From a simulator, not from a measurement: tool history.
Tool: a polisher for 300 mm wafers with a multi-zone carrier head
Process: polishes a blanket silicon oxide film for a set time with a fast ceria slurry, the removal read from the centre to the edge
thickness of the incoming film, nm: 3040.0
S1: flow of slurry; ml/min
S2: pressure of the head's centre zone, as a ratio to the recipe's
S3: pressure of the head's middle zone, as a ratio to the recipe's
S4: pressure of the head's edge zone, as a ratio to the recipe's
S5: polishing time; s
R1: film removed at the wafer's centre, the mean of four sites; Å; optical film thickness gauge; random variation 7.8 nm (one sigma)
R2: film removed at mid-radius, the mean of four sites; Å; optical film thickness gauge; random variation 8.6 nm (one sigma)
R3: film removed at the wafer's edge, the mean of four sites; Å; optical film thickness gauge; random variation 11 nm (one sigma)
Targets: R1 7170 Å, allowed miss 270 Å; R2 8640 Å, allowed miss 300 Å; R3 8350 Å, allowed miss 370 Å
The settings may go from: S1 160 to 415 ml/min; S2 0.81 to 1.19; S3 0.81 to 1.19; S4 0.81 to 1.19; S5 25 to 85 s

run    day   S1    S2    S3    S4  S5      R1      R2      R3
  1      0  265     1     1     1  55  8899.6  9086.3  8953.1
  2  0.367  260  0.96     1  0.99  54    8353  8864.4  8801.9
  3  0.562  260  0.96     1  0.95  54  8295.3    8899  8525.6
  4  0.808  260  0.96     1  1.02  54  8263.9  8932.2  8933.2
  5  1.079  260  1.01     1  1.02  54  8674.5  8976.2    8806
  6  1.408  260  1.01     1  1.02  62   10325   10252   10217
  7  1.642  255  0.97     1     1  60  9415.7  9822.7  9740.1
  8  1.912  235  0.87  0.97   0.9  54  7663.3    8620  8298.5
  9  2.271  235  0.87  0.97   0.9  54    7784  8617.2  8336.6
 10  2.546  235  0.86  0.98  0.91  54    7599  8685.2  8377.6
 11  2.788  235  0.86  0.98  0.91  54  7509.3  8580.6  8125.2
 12  3.004  235  0.85  0.98  0.92  54  7390.3  8827.9  8248.9
 13  3.088  235  0.85  0.97  0.93  54  7469.8  8674.9  8375.9

5 next moves are on the table. One of them brings every result within its allowed miss. Which?
  A  3.171  215  0.83  0.99  0.95  54   ?   ?   ?
  B  3.171  235  0.83  0.94  0.93  56   ?   ?   ?
  C  3.171  275  0.93  1.01  0.89  53   ?   ?   ?
  D  3.171  230  0.88  0.92  0.95  55   ?   ?   ?
  E  3.171  170  0.89  0.94  0.95  56   ?   ?   ?

move      R1      R2      R3
   A  7340.3  8829.9  8440.8
   B  7682.7  8842.9  8728.3
   C  8134.8  9013.3  8174.3
   D  7906.5    8511  8647.3
   E  7850.2    8552  8601.2
A: meets every target
B: further off than the last run
C: further off than the last run
D: further off than the last run
E: further off than the last run
Move A is the one to make.
